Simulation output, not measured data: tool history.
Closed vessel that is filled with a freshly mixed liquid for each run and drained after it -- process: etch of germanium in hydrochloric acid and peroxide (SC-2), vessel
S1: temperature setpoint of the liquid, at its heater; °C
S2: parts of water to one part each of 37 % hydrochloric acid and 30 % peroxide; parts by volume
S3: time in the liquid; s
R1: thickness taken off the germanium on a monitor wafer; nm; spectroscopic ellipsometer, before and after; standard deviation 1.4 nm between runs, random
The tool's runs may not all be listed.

run	hour	S1	S2	S3	R1
1	0.0	52.0	8.5	105	260.96
2	8.3	52.0	10.5	105	253.44
3	9.1	49.5	10.5	105	235.69
4	16.2	47.5	10.5	105	218.91
5	24.2	47.5	10.5	115	243.29
6	25.6	45.5	10.5	115	226.64
7	32.8	45.5	10.5	115	225.09

Predict the results of run 8:
8	34.5	44.5	10.5	115	?

{"run 8": {"R1": 220.59}}

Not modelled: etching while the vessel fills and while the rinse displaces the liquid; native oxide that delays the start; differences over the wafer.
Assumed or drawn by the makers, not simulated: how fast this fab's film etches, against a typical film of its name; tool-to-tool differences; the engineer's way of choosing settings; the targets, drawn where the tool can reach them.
